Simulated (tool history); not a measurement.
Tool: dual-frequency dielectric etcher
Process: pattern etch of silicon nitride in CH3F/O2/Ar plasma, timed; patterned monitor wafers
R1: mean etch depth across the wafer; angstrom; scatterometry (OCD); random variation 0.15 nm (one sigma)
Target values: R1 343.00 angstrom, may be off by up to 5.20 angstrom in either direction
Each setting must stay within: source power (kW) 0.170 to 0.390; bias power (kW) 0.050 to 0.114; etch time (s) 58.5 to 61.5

run 1 hour=0.0 | source_power_(kW)=0.280 bias_power_(kW)=0.082 etch_time_(s)=58.5 | R1=393.98
run 2 hour=3.3 | source_power_(kW)=0.270 bias_power_(kW)=0.081 etch_time_(s)=58.5 | R1=384.34
run 3 hour=4.1 | source_power_(kW)=0.270 bias_power_(kW)=0.094 etch_time_(s)=58.5 | R1=404.80
run 4 hour=5.2 | source_power_(kW)=0.270 bias_power_(kW)=0.088 etch_time_(s)=58.5 | R1=396.49
run 5 hour=10.8 | source_power_(kW)=0.260 bias_power_(kW)=0.087 etch_time_(s)=58.5 | R1=389.48
run 6 hour=17.4 | source_power_(kW)=0.250 bias_power_(kW)=0.086 etch_time_(s)=58.5 | R1=378.19
run 7 hour=23.3 | source_power_(kW)=0.240 bias_power_(kW)=0.086 etch_time_(s)=58.5 | R1=370.65
run 8 hour=27.9 | source_power_(kW)=0.230 bias_power_(kW)=0.086 etch_time_(s)=58.5 | R1=365.84
run 9 hour=29.3 | source_power_(kW)=0.230 bias_power_(kW)=0.086 etch_time_(s)=58.5 | R1=363.41
run 10 hour=31.0 | source_power_(kW)=0.210 bias_power_(kW)=0.086 etch_time_(s)=58.5 | R1=350.21

Pick the move, out of 5, that brings all results within their allowed miss; only one does.
run A hour=32.7 | source_power_(kW)=0.210 bias_power_(kW)=0.071 etch_time_(s)=59.0 | R1=?
run B hour=32.7 | source_power_(kW)=0.180 bias_power_(kW)=0.096 etch_time_(s)=59.5 | R1=?
run C hour=32.7 | source_power_(kW)=0.200 bias_power_(kW)=0.091 etch_time_(s)=60.0 | R1=?
run D hour=32.7 | source_power_(kW)=0.200 bias_power_(kW)=0.080 etch_time_(s)=59.0 | R1=?
run E hour=32.7 | source_power_(kW)=0.180 bias_power_(kW)=0.092 etch_time_(s)=59.0 | R1=?

move=A R1=329.07
move=B R1=342.25
move=C R1=356.76
move=D R1=334.93
move=E R1=334.08
A: moves the result that the last run missed by most past its target, out the other side
B: each result inside its tolerance
C: its largest miss is bigger than the last run's
D: moves the result that the last run missed by most past its target, out the other side
E: moves the result that the last run missed by most past its target, out the other side
So the answer is move B, the one that meets all the targets.

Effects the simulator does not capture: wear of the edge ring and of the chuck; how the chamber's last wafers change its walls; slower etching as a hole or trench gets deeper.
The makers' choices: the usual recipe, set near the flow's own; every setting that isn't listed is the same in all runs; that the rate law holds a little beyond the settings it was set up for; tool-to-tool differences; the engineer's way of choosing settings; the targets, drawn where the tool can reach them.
